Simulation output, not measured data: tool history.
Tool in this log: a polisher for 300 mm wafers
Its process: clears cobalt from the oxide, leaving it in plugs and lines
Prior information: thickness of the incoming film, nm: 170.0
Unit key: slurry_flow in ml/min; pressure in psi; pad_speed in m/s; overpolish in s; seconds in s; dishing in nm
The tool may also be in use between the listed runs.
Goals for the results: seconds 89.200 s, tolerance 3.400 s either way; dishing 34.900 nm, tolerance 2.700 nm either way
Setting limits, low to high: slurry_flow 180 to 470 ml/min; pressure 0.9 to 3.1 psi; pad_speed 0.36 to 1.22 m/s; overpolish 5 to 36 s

run,hour,slurry_flow,pressure,pad_speed,overpolish,seconds,dishing
1,0.0,300,2.0,0.78,18,42.890,41.652
2,4.9,300,1.7,0.78,18,49.864,39.416
3,8.2,300,1.7,0.60,18,62.567,33.796
4,13.4,300,1.7,0.60,14,63.876,29.093
5,17.2,300,1.6,0.60,15,66.598,28.960
6,18.7,300,1.6,0.44,15,87.538,23.879
7,23.0,300,1.6,0.44,17,89.444,26.576
8,31.1,300,1.6,0.44,18,87.420,27.163
# hour 37.4: head pressure recalibrated
9,37.4,300,1.6,0.44,19,78.214,31.185
10,40.1,300,1.5,0.44,20,84.890,29.643

Which single option among these 5 for the next run brings every result within its allowed miss of target? Just one does.
A,42.8,370,1.3,0.48,36,?,?
B,42.8,325,1.5,0.46,28,?,?
C,42.8,305,1.4,0.50,23,?,?
D,42.8,355,1.2,0.52,26,?,?
E,42.8,335,1.2,0.56,18,?,?

move,seconds,dishing
A,88.101,42.920
B,80.386,39.454
C,80.181,35.278
D,88.847,35.781
E,83.500,29.305
A: moves the result that the last run missed by most past its target, out the other side
B: moves the result that the last run missed by most past its target, out the other side
C: brings the result that was furthest off to its target, and leaves another outside
D: every result lands within tolerance
E: misses by more than the last run did
D is the move that brings every result within its allowed miss.

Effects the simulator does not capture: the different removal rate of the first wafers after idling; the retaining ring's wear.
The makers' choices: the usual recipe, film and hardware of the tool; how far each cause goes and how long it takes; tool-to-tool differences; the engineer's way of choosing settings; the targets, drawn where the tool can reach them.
